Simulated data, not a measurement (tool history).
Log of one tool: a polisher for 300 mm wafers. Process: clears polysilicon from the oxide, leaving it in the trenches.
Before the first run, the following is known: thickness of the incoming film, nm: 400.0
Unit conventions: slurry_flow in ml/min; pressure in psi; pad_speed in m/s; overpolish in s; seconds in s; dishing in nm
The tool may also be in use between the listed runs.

Run 1, hour 0.0: slurry_flow 305 ml/min, pressure 2.3 psi, pad_speed 0.82 m/s, overpolish 22 s. Result: seconds 53.937 s, dishing 52.567 nm.
Run 2, hour 3.1: slurry_flow 305 ml/min, pressure 2.5 psi, pad_speed 0.82 m/s, overpolish 22 s. Result: seconds 47.932 s, dishing 52.785 nm.
Run 3, hour 7.6: slurry_flow 305 ml/min, pressure 2.6 psi, pad_speed 0.82 m/s, overpolish 22 s. Result: seconds 48.390 s, dishing 54.586 nm.
Run 4, hour 10.5: slurry_flow 335 ml/min, pressure 2.6 psi, pad_speed 0.82 m/s, overpolish 22 s. Result: seconds 47.895 s, dishing 53.688 nm.
Run 5, hour 17.5: slurry_flow 335 ml/min, pressure 2.9 psi, pad_speed 0.82 m/s, overpolish 22 s. Result: seconds 42.166 s, dishing 55.655 nm.
Run 6, hour 18.3: slurry_flow 335 ml/min, pressure 2.9 psi, pad_speed 0.82 m/s, overpolish 13 s. Result: seconds 43.110 s, dishing 50.284 nm.
At hour 20.8: slurry nozzle cleaned.
Run 7, hour 20.8: slurry_flow 335 ml/min, pressure 3.0 psi, pad_speed 0.82 m/s, overpolish 14 s. Result: seconds 39.734 s, dishing 52.313 nm.
Run 8, hour 24.3: slurry_flow 335 ml/min, pressure 3.1 psi, pad_speed 0.82 m/s, overpolish 14 s. Result: seconds 40.154 s, dishing 52.659 nm.

Predict the results of run 9:
Run 9, hour 32.1: slurry_flow 335 ml/min, pressure 3.2 psi, pad_speed 0.82 m/s, overpolish 14 s. Result: seconds ?, dishing ?.

Run 9 came out at seconds 36.810 s, dishing 52.339 nm.
